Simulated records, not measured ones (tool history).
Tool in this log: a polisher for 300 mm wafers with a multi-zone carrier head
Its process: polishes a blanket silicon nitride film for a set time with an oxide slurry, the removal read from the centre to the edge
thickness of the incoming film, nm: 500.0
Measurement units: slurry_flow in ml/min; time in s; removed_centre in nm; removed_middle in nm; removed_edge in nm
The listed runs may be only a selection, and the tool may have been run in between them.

{"run": 1, "day": 0.0, "slurry_flow": 310, "centre_zone": 1, "middle_zone": 1, "edge_zone": 1, "slurry_solids": 1, "time": 74, "removed_centre": 32.989, "removed_middle": 32.738, "removed_edge": 32.712}
{"run": 2, "day": 0.188, "slurry_flow": 310, "centre_zone": 1, "middle_zone": 1, "edge_zone": 0.97, "slurry_solids": 1, "time": 74, "removed_centre": 33.521, "removed_middle": 33.706, "removed_edge": 32.689}
{"run": 3, "day": 0.304, "slurry_flow": 380, "centre_zone": 1, "middle_zone": 1, "edge_zone": 0.97, "slurry_solids": 1, "time": 74, "removed_centre": 34.272, "removed_middle": 33.063, "removed_edge": 32.985}
{"run": 4, "day": 0.679, "slurry_flow": 380, "centre_zone": 0.99, "middle_zone": 0.99, "edge_zone": 0.96, "slurry_solids": 0.9, "time": 74, "removed_centre": 32.421, "removed_middle": 32.171, "removed_edge": 31.435}
{"run": 5, "day": 0.717, "slurry_flow": 380, "centre_zone": 0.99, "middle_zone": 0.99, "edge_zone": 0.96, "slurry_solids": 0.9, "time": 65, "removed_centre": 28.264, "removed_middle": 27.439, "removed_edge": 28.212}
{"run": 6, "day": 0.8, "slurry_flow": 440, "centre_zone": 0.99, "middle_zone": 0.99, "edge_zone": 0.96, "slurry_solids": 0.9, "time": 65, "removed_centre": 28.378, "removed_middle": 27.82, "removed_edge": 27.698}

Expected results for the next run?
{"run": 7, "day": 0.875, "slurry_flow": 440, "centre_zone": 0.99, "middle_zone": 0.99, "edge_zone": 0.96, "slurry_solids": 0.85, "time": 65, "removed_centre": "?", "removed_middle": "?", "removed_edge": "?"}

{"run 7": {"removed_centre": 27.75, "removed_middle": 27.158, "removed_edge": 27.561}}

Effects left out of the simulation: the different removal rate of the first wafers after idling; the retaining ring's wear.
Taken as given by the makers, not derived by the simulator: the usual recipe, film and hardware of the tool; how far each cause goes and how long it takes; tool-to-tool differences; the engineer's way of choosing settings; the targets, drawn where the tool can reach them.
